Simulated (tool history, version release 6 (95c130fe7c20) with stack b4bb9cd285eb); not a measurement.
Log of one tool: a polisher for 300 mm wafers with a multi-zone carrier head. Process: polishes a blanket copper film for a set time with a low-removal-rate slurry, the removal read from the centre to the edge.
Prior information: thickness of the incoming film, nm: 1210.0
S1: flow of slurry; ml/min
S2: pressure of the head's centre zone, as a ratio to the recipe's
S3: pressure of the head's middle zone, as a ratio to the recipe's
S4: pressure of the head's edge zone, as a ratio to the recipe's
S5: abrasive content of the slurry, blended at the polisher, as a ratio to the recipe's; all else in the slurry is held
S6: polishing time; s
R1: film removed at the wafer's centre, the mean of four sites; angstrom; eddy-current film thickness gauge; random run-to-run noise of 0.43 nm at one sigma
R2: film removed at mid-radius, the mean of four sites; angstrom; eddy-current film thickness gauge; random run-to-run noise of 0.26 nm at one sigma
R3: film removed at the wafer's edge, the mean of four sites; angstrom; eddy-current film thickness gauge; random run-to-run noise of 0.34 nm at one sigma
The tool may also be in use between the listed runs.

run	hour	S1	S2	S3	S4	S5	S6	R1	R2	R3
1	0	150	1	1	1	1	52	745.8	712.62	722.77
2	7	150	1	1	1	1	48	679.32	661.33	674.18
3	14.2	150	1	0.93	1	1	48	678.09	622.11	677.55
4	19	150	1	0.93	1.04	1	48	667.46	619.91	667.82
5	25	120	1	0.93	1.04	1	48	624.21	595.65	648.16
6	26.4	120	1.02	0.97	1.01	0.85	40	506.09	482.22	510.99
7	31.9	115	1.03	1	0.98	0.75	38	464.51	446.06	458.47
8	35.2	110	1.03	1.01	0.94	0.65	37	436.63	418.41	415.43
9	41.3	105	1.01	1	0.91	0.6	37	404.86	393.12	393.1

What does the tool deliver on the next run?
10	43.4	100	1.01	1	0.89	0.6	37	?	?	?

R1: 403.8 angstrom
R2: 391.35 angstrom
R3: 383.06 angstrom

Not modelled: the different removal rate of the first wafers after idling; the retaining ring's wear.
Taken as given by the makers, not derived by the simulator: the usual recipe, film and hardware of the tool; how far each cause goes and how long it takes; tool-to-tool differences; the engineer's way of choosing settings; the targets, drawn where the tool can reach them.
